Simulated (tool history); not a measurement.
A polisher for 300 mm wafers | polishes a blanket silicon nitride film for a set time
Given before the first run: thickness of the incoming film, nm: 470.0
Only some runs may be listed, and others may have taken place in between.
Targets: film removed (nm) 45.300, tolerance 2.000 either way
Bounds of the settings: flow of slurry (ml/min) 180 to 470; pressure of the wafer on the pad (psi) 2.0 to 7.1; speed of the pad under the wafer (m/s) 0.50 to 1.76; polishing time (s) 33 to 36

| run | hour | flow of slurry (ml/min) | pressure of the wafer on the pad (psi) | speed of the pad under the wafer (m/s) | polishing time (s) | film removed (nm) |
|---|---|---|---|---|---|---|
| 1 | 0.0 | 300 | 4.5 | 1.12 | 36 | 91.921 |
| 2 | 5.6 | 300 | 4.5 | 0.88 | 36 | 76.099 |
| 3 | 9.1 | 300 | 4.2 | 0.88 | 36 | 72.011 |
| 4 | 15.0 | 275 | 4.2 | 0.88 | 36 | 72.655 |
| 5 | 16.2 | 275 | 4.2 | 0.88 | 33 | 65.951 |
| 6 | 21.1 | 205 | 4.2 | 0.88 | 33 | 62.611 |
| 7 | 22.2 | 205 | 4.0 | 0.88 | 33 | 61.278 |
| 8 | 28.7 | 205 | 3.8 | 0.88 | 33 | 58.305 |
| 9 | 31.0 | 205 | 3.6 | 0.88 | 33 | 54.607 |

Next run, 4 choices. One meets every target within its allowed miss, the rest don't. Which?
| A | 33.3 | 195 | 3.5 | 0.94 | 33 | ? |
| B | 33.3 | 180 | 2.8 | 0.96 | 33 | ? |
| C | 33.3 | 210 | 3.0 | 0.76 | 33 | ? |
| D | 33.3 | 215 | 3.0 | 0.76 | 33 | ? |

| move | film removed (nm) |
|---|---|
| A | 54.246 |
| B | 43.940 |
| C | 39.941 |
| D | 40.081 |
A: about as far from the targets as the last run
B: each result inside its tolerance
C: moves the result that the last run missed by most past its target, out the other side
D: moves the result that the last run missed by most past its target, out the other side
The right move is B.

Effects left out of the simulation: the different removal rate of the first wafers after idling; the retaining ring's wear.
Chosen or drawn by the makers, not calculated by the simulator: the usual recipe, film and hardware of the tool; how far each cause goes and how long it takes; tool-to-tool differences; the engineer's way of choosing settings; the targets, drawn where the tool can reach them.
